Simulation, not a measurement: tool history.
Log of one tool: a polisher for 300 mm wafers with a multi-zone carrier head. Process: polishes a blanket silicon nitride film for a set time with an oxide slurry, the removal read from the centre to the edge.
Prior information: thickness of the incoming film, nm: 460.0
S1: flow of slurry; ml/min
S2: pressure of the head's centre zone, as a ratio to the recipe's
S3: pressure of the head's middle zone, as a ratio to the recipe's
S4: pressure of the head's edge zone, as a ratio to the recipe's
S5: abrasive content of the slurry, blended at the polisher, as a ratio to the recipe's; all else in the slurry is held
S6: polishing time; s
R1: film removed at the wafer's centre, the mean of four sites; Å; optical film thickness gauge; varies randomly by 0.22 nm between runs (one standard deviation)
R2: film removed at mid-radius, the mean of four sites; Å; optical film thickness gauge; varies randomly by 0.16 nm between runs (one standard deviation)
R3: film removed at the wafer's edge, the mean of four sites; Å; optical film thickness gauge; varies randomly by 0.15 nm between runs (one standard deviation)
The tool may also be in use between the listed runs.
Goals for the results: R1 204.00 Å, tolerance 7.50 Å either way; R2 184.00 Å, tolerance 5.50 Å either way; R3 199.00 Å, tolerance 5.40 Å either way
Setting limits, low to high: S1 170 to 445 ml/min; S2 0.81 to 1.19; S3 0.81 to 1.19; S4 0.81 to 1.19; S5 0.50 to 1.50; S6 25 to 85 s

run 1 hour=0.0 | S1=285 S2=1.00 S3=1.00 S4=1.00 S5=1.00 S6=55 | R1=385.51 R2=398.66 R3=389.12
run 2 hour=1.0 | S1=285 S2=0.93 S3=1.00 S4=1.00 S5=1.00 S6=55 | R1=355.99 R2=391.63 R3=388.40
run 3 hour=3.2 | S1=275 S2=0.94 S3=0.94 S4=0.96 S5=0.85 S6=48 | R1=297.09 R2=309.22 R3=312.11
run 4 hour=10.8 | S1=275 S2=0.94 S3=0.94 S4=0.96 S5=0.85 S6=42 | R1=265.28 R2=268.20 R3=275.65
run 5 hour=13.7 | S1=275 S2=0.94 S3=0.94 S4=0.89 S5=0.85 S6=42 | R1=263.69 R2=269.14 R3=268.13
run 6 hour=19.9 | S1=275 S2=0.94 S3=0.94 S4=0.89 S5=0.85 S6=32 | R1=199.29 R2=201.74 R3=205.01
run 7 hour=20.7 | S1=270 S2=0.95 S3=0.91 S4=0.88 S5=0.80 S6=32 | R1=194.28 R2=193.66 R3=198.37
run 8 hour=25.3 | S1=270 S2=0.97 S3=0.89 S4=0.90 S5=0.80 S6=32 | R1=200.45 R2=192.59 R3=199.74

4 next moves are on the table. One of them brings every result within its allowed miss. Which?
run A hour=29.9 | S1=295 S2=1.04 S3=0.91 S4=0.88 S5=0.80 S6=30 | R1=? R2=? R3=?
run B hour=29.9 | S1=250 S2=1.01 S3=0.82 S4=0.96 S5=0.85 S6=31 | R1=? R2=? R3=?
run C hour=29.9 | S1=255 S2=0.96 S3=0.98 S4=0.94 S5=1.10 S6=28 | R1=? R2=? R3=?
run D hour=29.9 | S1=255 S2=0.98 S3=0.86 S4=0.88 S5=0.80 S6=32 | R1=? R2=? R3=?

move=A R1=205.43 R2=182.43 R3=184.17
move=B R1=206.89 R2=174.11 R3=198.49
move=C R1=195.95 R2=200.98 R3=195.59
move=D R1=202.98 R2=183.05 R3=194.39
A: the worst result of the last run now meets its target, but another is out of spec
B: takes the biggest miss from the last run beyond its target
C: moves away from the targets compared with the last run
D: in spec on every target
D is the move that brings every result within its allowed miss.

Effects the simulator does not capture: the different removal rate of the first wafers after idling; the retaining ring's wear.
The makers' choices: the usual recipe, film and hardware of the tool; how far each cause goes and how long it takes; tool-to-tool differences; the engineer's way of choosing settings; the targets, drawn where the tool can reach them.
